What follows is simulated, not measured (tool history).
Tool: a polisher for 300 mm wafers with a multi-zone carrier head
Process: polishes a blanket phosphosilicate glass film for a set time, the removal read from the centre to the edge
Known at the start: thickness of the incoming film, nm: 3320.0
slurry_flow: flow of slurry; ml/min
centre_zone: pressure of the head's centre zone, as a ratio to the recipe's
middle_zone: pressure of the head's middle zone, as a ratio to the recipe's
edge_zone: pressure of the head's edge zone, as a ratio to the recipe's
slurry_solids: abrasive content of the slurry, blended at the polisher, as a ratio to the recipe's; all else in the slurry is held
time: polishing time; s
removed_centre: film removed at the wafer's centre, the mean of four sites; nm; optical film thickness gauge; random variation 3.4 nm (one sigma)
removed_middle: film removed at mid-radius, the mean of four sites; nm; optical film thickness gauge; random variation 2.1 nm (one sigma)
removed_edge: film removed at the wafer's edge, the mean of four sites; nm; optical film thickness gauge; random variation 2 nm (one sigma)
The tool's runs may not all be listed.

run 1 day=0.000 | slurry_flow=225 centre_zone=1.00 middle_zone=1.00 edge_zone=1.00 slurry_solids=1.00 time=62 | removed_centre=674.65 removed_middle=666.36 removed_edge=671.61
run 2 day=0.288 | slurry_flow=225 centre_zone=1.04 middle_zone=1.00 edge_zone=1.00 slurry_solids=1.00 time=62 | removed_centre=695.86 removed_middle=662.21 removed_edge=672.51
run 3 day=0.475 | slurry_flow=225 centre_zone=1.06 middle_zone=1.01 edge_zone=0.94 slurry_solids=0.85 time=52 | removed_centre=563.42 removed_middle=519.66 removed_edge=512.75
run 4 day=0.612 | slurry_flow=225 centre_zone=1.07 middle_zone=1.02 edge_zone=0.90 slurry_solids=0.75 time=45 | removed_centre=445.25 removed_middle=426.53 removed_edge=407.70
run 5 day=0.900 | slurry_flow=225 centre_zone=1.10 middle_zone=1.02 edge_zone=0.87 slurry_solids=0.65 time=42 | removed_centre=408.74 removed_middle=367.56 removed_edge=346.60
run 6 day=1.208 | slurry_flow=210 centre_zone=1.10 middle_zone=1.02 edge_zone=0.85 slurry_solids=0.60 time=42 | removed_centre=387.88 removed_middle=352.39 removed_edge=327.51

The next listed run, before its measurement:
run 7 day=1.408 | slurry_flow=195 centre_zone=1.10 middle_zone=1.02 edge_zone=0.84 slurry_solids=0.60 time=42 | removed_centre=? removed_middle=? removed_edge=?

{"run 7": {"removed_centre": 377.45, "removed_middle": 345.35, "removed_edge": 323.11}}
